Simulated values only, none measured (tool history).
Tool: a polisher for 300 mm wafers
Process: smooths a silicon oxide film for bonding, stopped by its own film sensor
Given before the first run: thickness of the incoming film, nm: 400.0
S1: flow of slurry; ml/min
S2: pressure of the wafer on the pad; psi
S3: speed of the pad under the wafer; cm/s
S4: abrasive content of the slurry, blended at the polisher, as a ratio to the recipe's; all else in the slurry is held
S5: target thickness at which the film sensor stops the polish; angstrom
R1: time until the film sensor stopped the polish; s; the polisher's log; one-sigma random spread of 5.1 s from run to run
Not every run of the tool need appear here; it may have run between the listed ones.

Run 1, day 0: S1 320 ml/min, S2 2.3 psi, S3 108 cm/s, S4 1, S5 3070 angstrom. Result: R1 130.47 s.
Run 2, day 0.038: S1 320 ml/min, S2 2.3 psi, S3 130 cm/s, S4 1, S5 3070 angstrom. Result: R1 111.54 s.
Run 3, day 0.375: S1 320 ml/min, S2 2.3 psi, S3 130 cm/s, S4 1.15, S5 3070 angstrom. Result: R1 104.34 s.
Run 4, day 0.712: S1 320 ml/min, S2 1.9 psi, S3 112 cm/s, S4 1.1, S5 3060 angstrom. Result: R1 141.05 s.
Run 5, day 0.925: S1 320 ml/min, S2 1.9 psi, S3 96 cm/s, S4 1.1, S5 3060 angstrom. Result: R1 156.58 s.
Run 6, day 0.962: S1 320 ml/min, S2 2.2 psi, S3 96 cm/s, S4 1.1, S5 3060 angstrom. Result: R1 143.41 s.
Run 7, day 1.329: S1 320 ml/min, S2 1.9 psi, S3 82 cm/s, S4 1.05, S5 3050 angstrom. Result: R1 194.15 s.
Run 8, day 1.504: S1 320 ml/min, S2 1.6 psi, S3 80 cm/s, S4 1.05, S5 3050 angstrom. Result: R1 227.25 s.
Run 9, day 1.792: S1 320 ml/min, S2 1.5 psi, S3 80 cm/s, S4 1.05, S5 3050 angstrom. Result: R1 246.46 s.

For run 10, what comes out?
Run 10, day 2.092: S1 320 ml/min, S2 1.5 psi, S3 80 cm/s, S4 1.05, S5 3050 angstrom. Result: R1 ?.

{"run 10": {"R1": 240.51}}
